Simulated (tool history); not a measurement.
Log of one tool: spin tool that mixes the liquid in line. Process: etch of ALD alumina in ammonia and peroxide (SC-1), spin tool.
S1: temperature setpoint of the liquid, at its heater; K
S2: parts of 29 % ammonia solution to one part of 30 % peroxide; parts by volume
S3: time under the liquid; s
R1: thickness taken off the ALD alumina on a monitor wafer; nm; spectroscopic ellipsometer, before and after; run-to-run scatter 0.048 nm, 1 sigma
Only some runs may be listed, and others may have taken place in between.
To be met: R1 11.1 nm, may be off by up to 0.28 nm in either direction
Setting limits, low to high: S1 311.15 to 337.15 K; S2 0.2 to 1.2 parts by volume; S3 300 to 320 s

run  hour      S1    S2   S3      R1
  1     0  321.15  0.75  300   14.25
  2     5  320.65  0.75  300  13.823
  3     7  320.65  0.65  300  13.646
  4   7.6  320.15  0.65  300  13.405
  5  11.8  320.15   0.9  300  13.739
  6  19.5  313.15   0.9  300   9.108
  7    25  313.65   0.9  300  9.3996
  8  29.2  314.15   0.9  300  9.7534
  9  35.5  314.65   0.9  300  10.013
 10  41.9  315.65   0.9  300  10.516

Pick the move, out of 4, that brings all results within their allowed miss; only one does.
  A  48.3  317.65  0.95  300   ?
  B  48.3  317.15   1.2  300   ?
  C  48.3  317.15   0.6  300   ?
  D  48.3  317.65  0.65  300   ?

move      R1
   A  12.004
   B  11.928
   C  11.166
   D  11.578
A: the result that was furthest off in the last run now lies on the other side of its target
B: the result that was furthest off in the last run now lies on the other side of its target
C: every result within its allowed miss
D: the result that was furthest off in the last run now lies on the other side of its target
Go with C: it meets all targets.
